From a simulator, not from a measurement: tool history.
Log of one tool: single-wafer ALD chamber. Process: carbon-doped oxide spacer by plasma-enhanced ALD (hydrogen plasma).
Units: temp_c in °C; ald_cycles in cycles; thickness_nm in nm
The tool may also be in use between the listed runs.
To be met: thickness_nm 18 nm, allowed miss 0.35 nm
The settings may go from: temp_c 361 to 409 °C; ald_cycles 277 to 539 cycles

Run 1, hour 0: temp_c 385 °C, ald_cycles 408 cycles. Result: thickness_nm 22.065 nm.
Run 2, hour 9.3: temp_c 385 °C, ald_cycles 463 cycles. Result: thickness_nm 24.965 nm.
Run 3, hour 14.5: temp_c 394 °C, ald_cycles 463 cycles. Result: thickness_nm 25.041 nm.
Run 4, hour 23.3: temp_c 394 °C, ald_cycles 434 cycles. Result: thickness_nm 23.454 nm.
Run 5, hour 25.1: temp_c 394 °C, ald_cycles 415 cycles. Result: thickness_nm 22.418 nm.
Run 6, hour 27.1: temp_c 390 °C, ald_cycles 415 cycles. Result: thickness_nm 22.199 nm.
Run 7, hour 30.2: temp_c 390 °C, ald_cycles 401 cycles. Result: thickness_nm 21.584 nm.
Run 8, hour 35.2: temp_c 390 °C, ald_cycles 389 cycles. Result: thickness_nm 20.7 nm.
Run 9, hour 39: temp_c 390 °C, ald_cycles 389 cycles. Result: thickness_nm 20.875 nm.
Run 10, hour 45.8: temp_c 390 °C, ald_cycles 379 cycles. Result: thickness_nm 20.246 nm.
Run 11, hour 53.8: temp_c 390 °C, ald_cycles 372 cycles. Result: thickness_nm 19.83 nm.
Run 12, hour 58.4: temp_c 390 °C, ald_cycles 366 cycles. Result: thickness_nm 19.727 nm.
Run 13, hour 60.6: temp_c 390 °C, ald_cycles 360 cycles. Result: thickness_nm 19.226 nm.

4 next moves are on the table. One of them brings every result within its allowed miss. Which?
Run A, hour 62.8: temp_c 389 °C, ald_cycles 334 cycles. Result: thickness_nm ?.
Run B, hour 62.8: temp_c 389 °C, ald_cycles 351 cycles. Result: thickness_nm ?.
Run C, hour 62.8: temp_c 392 °C, ald_cycles 346 cycles. Result: thickness_nm ?.
Run D, hour 62.8: temp_c 375 °C, ald_cycles 353 cycles. Result: thickness_nm ?.

move  thickness_nm
   A        17.851
   B        18.759
   C        18.492
   D        18.866
A: meets every target
B: nearer than the last run, and not there yet
C: nearer than the last run, and not there yet
D: nearer than the last run, and not there yet
Answer: A
